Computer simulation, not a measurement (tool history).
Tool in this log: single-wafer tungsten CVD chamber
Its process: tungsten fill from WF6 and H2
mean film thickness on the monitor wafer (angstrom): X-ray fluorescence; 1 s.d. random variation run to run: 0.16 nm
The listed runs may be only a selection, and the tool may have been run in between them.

run,hour,heater temperature setpoint (deg C),chamber pressure (Pa),deposition time (s),mean film thickness on the monitor wafer (angstrom)
1,0,375,4720,19.1,352.46
2,3.6,375,4026,19.1,328.58
3,10.8,375,3546,19.1,313.54
4,16.6,376,3560,19.1,319.04
5,22.5,376,3173,19.1,304.48
6,27.1,378,3186,19.1,313.19
7,34.8,380,3200,19.1,331.43

Run 8 is up next; what results do you expect?
8,35.9,381,3200,19.1,?

{"run 8": {"mean film thickness on the monitor wafer (angstrom)": 336.3}}

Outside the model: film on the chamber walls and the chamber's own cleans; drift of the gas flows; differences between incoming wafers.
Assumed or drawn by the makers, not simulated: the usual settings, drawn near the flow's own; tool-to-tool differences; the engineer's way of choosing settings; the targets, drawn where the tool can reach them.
